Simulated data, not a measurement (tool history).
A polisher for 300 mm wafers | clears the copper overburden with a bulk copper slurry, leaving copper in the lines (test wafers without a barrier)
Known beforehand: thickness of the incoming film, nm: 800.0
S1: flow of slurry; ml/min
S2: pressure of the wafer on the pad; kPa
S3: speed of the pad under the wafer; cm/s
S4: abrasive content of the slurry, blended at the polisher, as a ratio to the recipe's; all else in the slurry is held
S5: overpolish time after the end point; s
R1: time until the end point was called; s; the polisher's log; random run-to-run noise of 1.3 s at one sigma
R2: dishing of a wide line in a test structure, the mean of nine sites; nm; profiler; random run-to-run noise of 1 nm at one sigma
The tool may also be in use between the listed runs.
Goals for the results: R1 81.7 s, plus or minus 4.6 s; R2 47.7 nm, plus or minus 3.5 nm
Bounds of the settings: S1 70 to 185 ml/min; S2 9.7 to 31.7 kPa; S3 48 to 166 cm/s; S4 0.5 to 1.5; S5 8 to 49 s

Run 1, hour 0: S1 120 ml/min, S2 20.7 kPa, S3 106 cm/s, S4 1, S5 25 s. Result: R1 70.541 s, R2 107.22 nm.
Run 2, hour 0.7: S1 120 ml/min, S2 17.9 kPa, S3 114 cm/s, S4 1, S5 21 s. Result: R1 75.838 s, R2 93.098 nm.
Run 3, hour 8: S1 115 ml/min, S2 15.9 kPa, S3 124 cm/s, S4 0.95, S5 18 s. Result: R1 80.729 s, R2 79.994 nm.
Run 4, hour 14.4: S1 115 ml/min, S2 18.6 kPa, S3 124 cm/s, S4 0.95, S5 18 s. Result: R1 70.076 s, R2 89.18 nm.
Run 5, hour 23.1: S1 115 ml/min, S2 14.5 kPa, S3 124 cm/s, S4 0.95, S5 18 s. Result: R1 88.366 s, R2 74.889 nm.
Run 6, hour 25.1: S1 115 ml/min, S2 14.5 kPa, S3 124 cm/s, S4 1.1, S5 18 s. Result: R1 85.463 s, R2 77.252 nm.
Run 7, hour 32.6: S1 120 ml/min, S2 13.1 kPa, S3 136 cm/s, S4 0.95, S5 15 s. Result: R1 88.316 s, R2 66.33 nm.
Run 8, hour 39.2: S1 135 ml/min, S2 12.4 kPa, S3 144 cm/s, S4 0.9, S5 13 s. Result: R1 88.145 s, R2 57.55 nm.
Run 9, hour 43.3: S1 140 ml/min, S2 12.4 kPa, S3 146 cm/s, S4 0.9, S5 12 s. Result: R1 87.066 s, R2 56.466 nm.
Run 10, hour 44.1: S1 140 ml/min, S2 12.4 kPa, S3 146 cm/s, S4 0.9, S5 12 s. Result: R1 90.604 s, R2 61.071 nm.
Run 11, hour 51.6: S1 120 ml/min, S2 12.4 kPa, S3 152 cm/s, S4 0.8, S5 11 s. Result: R1 89.701 s, R2 54.052 nm.
Run 12, hour 56: S1 125 ml/min, S2 13.1 kPa, S3 156 cm/s, S4 0.75, S5 10 s. Result: R1 84.022 s, R2 54.612 nm.

Exactly one of the 4 candidate moves below puts every result within its allowed miss. Which one?
Run A, hour 60.4: S1 160 ml/min, S2 10.3 kPa, S3 164 cm/s, S4 0.85, S5 8 s. Result: R1 ?, R2 ?.
Run B, hour 60.4: S1 135 ml/min, S2 11 kPa, S3 158 cm/s, S4 0.65, S5 8 s. Result: R1 ?, R2 ?.
Run C, hour 60.4: S1 100 ml/min, S2 15.2 kPa, S3 142 cm/s, S4 0.85, S5 8 s. Result: R1 ?, R2 ?.
Run D, hour 60.4: S1 140 ml/min, S2 11.7 kPa, S3 144 cm/s, S4 0.85, S5 8 s. Result: R1 ?, R2 ?.

move      R1      R2
   A  93.688  39.501
   B  99.912  37.893
   C   80.65  46.158
   D  94.971  39.654
A: takes the biggest miss from the last run beyond its target
B: takes the biggest miss from the last run beyond its target
C: meets every target
D: takes the biggest miss from the last run beyond its target
C is the move that brings every result within its allowed miss.
